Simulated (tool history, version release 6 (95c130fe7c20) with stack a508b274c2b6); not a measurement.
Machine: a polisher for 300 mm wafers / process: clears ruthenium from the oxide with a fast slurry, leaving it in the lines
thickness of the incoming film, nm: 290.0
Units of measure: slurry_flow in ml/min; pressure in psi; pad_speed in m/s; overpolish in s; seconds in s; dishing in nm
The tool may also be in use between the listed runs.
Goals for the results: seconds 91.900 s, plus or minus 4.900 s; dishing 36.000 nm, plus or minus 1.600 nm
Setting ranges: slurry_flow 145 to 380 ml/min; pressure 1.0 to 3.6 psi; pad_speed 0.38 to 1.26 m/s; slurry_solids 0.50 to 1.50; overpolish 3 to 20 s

| run | hour | slurry_flow | pressure | pad_speed | slurry_solids | overpolish | seconds | dishing |
|---|---|---|---|---|---|---|---|---|
| 1 | 0.0 | 245 | 2.3 | 0.82 | 1.00 | 10 | 100.660 | 22.389 |
| 2 | 7.7 | 245 | 2.3 | 0.82 | 1.00 | 14 | 101.970 | 31.350 |
| 3 | 9.3 | 245 | 2.3 | 0.82 | 1.00 | 16 | 99.952 | 34.703 |
| 4 | 15.6 | 250 | 2.4 | 0.82 | 1.00 | 16 | 98.191 | 35.954 |
| 5 | 24.1 | 250 | 2.4 | 0.82 | 1.00 | 18 | 98.746 | 39.286 |
| 6 | 32.5 | 250 | 2.4 | 0.82 | 1.15 | 18 | 93.783 | 41.634 |
| 7 | 40.6 | 255 | 2.4 | 0.82 | 1.20 | 17 | 91.771 | 40.043 |
| 8 | 46.1 | 255 | 2.4 | 0.82 | 1.20 | 16 | 88.972 | 38.525 |

Below are 4 possible settings for the next run. Only one of them brings all results inside the allowed miss of their targets. Which is it?
| A | 51.6 | 260 | 2.4 | 0.84 | 1.15 | 18 | ? | ? |
| B | 51.6 | 225 | 2.1 | 0.90 | 1.35 | 17 | ? | ? |
| C | 51.6 | 290 | 2.6 | 0.80 | 1.10 | 15 | ? | ? |
| D | 51.6 | 205 | 3.3 | 0.66 | 1.20 | 14 | ? | ? |

| move | seconds | dishing |
|---|---|---|
| A | 90.414 | 43.209 |
| B | 88.034 | 42.050 |
| C | 90.570 | 36.612 |
| D | 92.688 | 33.660 |
A: moves away from the targets compared with the last run
B: moves away from the targets compared with the last run
C: each result inside its tolerance
D: moves the result that the last run missed by most past its target, out the other side
Answer: C
